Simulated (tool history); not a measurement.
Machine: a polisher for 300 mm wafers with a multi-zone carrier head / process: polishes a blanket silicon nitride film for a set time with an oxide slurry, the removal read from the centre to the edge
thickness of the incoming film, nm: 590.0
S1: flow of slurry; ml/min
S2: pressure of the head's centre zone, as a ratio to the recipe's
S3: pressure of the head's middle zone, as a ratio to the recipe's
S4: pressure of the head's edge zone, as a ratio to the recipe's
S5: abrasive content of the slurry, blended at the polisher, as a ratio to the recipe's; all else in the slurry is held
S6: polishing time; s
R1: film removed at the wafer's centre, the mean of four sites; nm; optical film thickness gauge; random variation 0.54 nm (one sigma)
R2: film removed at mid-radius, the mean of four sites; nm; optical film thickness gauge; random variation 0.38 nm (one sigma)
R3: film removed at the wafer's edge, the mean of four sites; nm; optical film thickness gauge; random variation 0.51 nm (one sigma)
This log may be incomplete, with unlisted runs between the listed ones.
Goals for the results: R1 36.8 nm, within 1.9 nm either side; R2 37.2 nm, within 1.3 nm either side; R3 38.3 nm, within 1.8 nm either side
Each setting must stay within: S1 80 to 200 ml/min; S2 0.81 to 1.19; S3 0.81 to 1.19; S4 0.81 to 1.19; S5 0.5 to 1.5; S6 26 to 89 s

run,hour,S1,S2,S3,S4,S5,S6,R1,R2,R3
1,0,130,1,1,1,1,57,49.549,49.521,49.199
2,3.8,130,1,1,1.05,1,57,49.006,50.448,49.843
3,4.4,130,1,0.92,1.05,1,57,50.541,46.362,51.836
4,5.6,125,0.99,0.93,1.03,0.9,57,46.068,44.828,47.684
5,12.2,120,0.99,0.92,1.01,0.85,57,45.342,42.916,44.605
6,15.2,115,0.97,0.91,1,0.8,57,41.017,40.662,44.667
7,18.4,110,0.97,0.91,0.98,0.75,57,40.422,39.879,43.363
8,24.2,110,0.97,0.91,0.98,0.75,57,39.362,39.75,41.408
9,26.2,105,0.97,0.91,0.97,0.75,57,41.062,38.918,40.761
10,32,100,0.96,0.91,0.97,0.75,57,39.203,38.919,40.75
11,32.5,95,0.96,0.91,0.96,0.75,57,38.293,38.466,40.4
12,40.7,95,0.96,0.91,0.95,0.75,57,38.564,38.463,40.158
13,47.3,95,0.96,0.91,0.94,0.75,57,39.394,38.303,40.124

Which one of the following 5 next-run settings gets every result inside its allowed miss? There is exactly one.
A,53.9,90,0.95,0.81,0.93,1.1,50,?,?,?
B,53.9,125,0.94,0.9,0.93,0.8,51,?,?,?
C,53.9,100,1.04,0.96,0.9,0.7,58,?,?,?
D,53.9,105,0.95,0.81,0.88,0.95,53,?,?,?
E,53.9,110,0.93,0.81,0.92,0.8,58,?,?,?

move,R1,R2,R3
A,39.827,36.572,41.024
B,37.679,36.876,37.945
C,42.126,38.982,38.487
D,41.199,37.642,40.71
E,41.162,38.372,42.223
A: moves away from the targets compared with the last run
B: hits every target within its allowed miss
C: moves away from the targets compared with the last run
D: moves away from the targets compared with the last run
E: moves away from the targets compared with the last run
B is the move that brings every result within its allowed miss.

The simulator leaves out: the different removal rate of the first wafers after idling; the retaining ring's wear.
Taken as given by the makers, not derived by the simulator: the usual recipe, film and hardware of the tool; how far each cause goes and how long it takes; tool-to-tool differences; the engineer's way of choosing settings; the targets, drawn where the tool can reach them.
